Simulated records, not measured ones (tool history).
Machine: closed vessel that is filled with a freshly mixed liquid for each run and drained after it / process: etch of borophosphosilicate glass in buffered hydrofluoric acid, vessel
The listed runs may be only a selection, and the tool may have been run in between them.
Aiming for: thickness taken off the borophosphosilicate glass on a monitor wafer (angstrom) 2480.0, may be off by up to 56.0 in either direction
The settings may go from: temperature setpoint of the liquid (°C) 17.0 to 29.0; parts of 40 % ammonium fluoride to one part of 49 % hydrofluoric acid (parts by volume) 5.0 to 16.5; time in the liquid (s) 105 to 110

run,hour,temperature setpoint of the liquid (°C),parts of 40 % ammonium fluoride to one part of 49 % hydrofluoric acid (parts by volume),time in the liquid (s),thickness taken off the borophosphosilicate glass on a monitor wafer (angstrom)
1,0.0,21.0,10.0,105,1998.1
2,3.4,21.0,11.0,105,1799.3
3,10.1,22.5,11.0,105,1961.9
4,16.6,23.5,11.0,105,2061.4
5,21.8,20.5,11.0,105,1757.9
6,25.2,20.5,11.0,105,1752.5
7,32.8,22.5,11.0,105,1964.9
8,33.8,23.5,11.0,105,2068.7
9,37.0,27.5,11.0,105,2570.0

Exercise: of the 5 proposed moves below, exactly one satisfies all targets within the stated allowed misses. Which move is it?
A,40.2,29.0,13.5,110,?
B,40.2,27.5,12.0,105,?
C,40.2,27.0,11.5,110,?
D,40.2,29.0,13.0,105,?
E,40.2,28.5,11.5,110,?

move,thickness taken off the borophosphosilicate glass on a monitor wafer (angstrom)
A,2377.3
B,2354.3
C,2504.5
D,2355.0
E,2710.7
A: moves the result that the last run missed by most past its target, out the other side
B: moves the result that the last run missed by most past its target, out the other side
C: hits every target within its allowed miss
D: moves the result that the last run missed by most past its target, out the other side
E: moves away from the targets compared with the last run
Move C is the one to make.

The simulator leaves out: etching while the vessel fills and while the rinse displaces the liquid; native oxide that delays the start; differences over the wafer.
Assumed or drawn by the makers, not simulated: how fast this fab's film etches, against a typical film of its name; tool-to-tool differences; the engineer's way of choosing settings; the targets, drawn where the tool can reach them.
